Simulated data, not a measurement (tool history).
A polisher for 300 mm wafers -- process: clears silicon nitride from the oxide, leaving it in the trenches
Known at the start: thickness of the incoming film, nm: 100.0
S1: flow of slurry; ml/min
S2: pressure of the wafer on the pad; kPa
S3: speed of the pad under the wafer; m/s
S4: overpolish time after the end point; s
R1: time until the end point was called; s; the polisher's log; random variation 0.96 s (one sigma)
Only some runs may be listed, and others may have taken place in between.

Run 1, hour 0: S1 295 ml/min, S2 13.1 kPa, S3 1.12 m/s, S4 7 s. Result: R1 184.16 s.
Run 2, hour 2.6: S1 295 ml/min, S2 15.2 kPa, S3 1.12 m/s, S4 7 s. Result: R1 157.45 s.
Run 3, hour 3.7: S1 295 ml/min, S2 15.2 kPa, S3 1.12 m/s, S4 5 s. Result: R1 160.14 s.
Run 4, hour 11.1: S1 295 ml/min, S2 13.1 kPa, S3 1.12 m/s, S4 5 s. Result: R1 183.66 s.
Run 5, hour 16.6: S1 295 ml/min, S2 15.2 kPa, S3 1.12 m/s, S4 5 s. Result: R1 157.97 s.
Run 6, hour 21.2: S1 330 ml/min, S2 15.2 kPa, S3 1.12 m/s, S4 5 s. Result: R1 157.36 s.
Run 7, hour 27.5: S1 330 ml/min, S2 15.2 kPa, S3 1.12 m/s, S4 5 s. Result: R1 154.82 s.
At hour 31.9: head pressure recalibrated.
Run 8, hour 31.9: S1 345 ml/min, S2 16.5 kPa, S3 1.12 m/s, S4 5 s. Result: R1 133.15 s.
Run 9, hour 39.4: S1 370 ml/min, S2 17.2 kPa, S3 1.12 m/s, S4 5 s. Result: R1 130.13 s.
Run 10, hour 44.4: S1 370 ml/min, S2 17.9 kPa, S3 1.12 m/s, S4 5 s. Result: R1 122.75 s.
Run 11, hour 48.6: S1 375 ml/min, S2 18.6 kPa, S3 1.12 m/s, S4 5 s. Result: R1 118.57 s.
Run 12, hour 55.2: S1 385 ml/min, S2 19.3 kPa, S3 1.12 m/s, S4 5 s. Result: R1 114.37 s.

Run 13, settings as shown, results not yet in. Your forecast:
Run 13, hour 63.5: S1 395 ml/min, S2 19.3 kPa, S3 1.12 m/s, S4 5 s. Result: R1 ?.

{"run 13": {"R1": 113.04}}
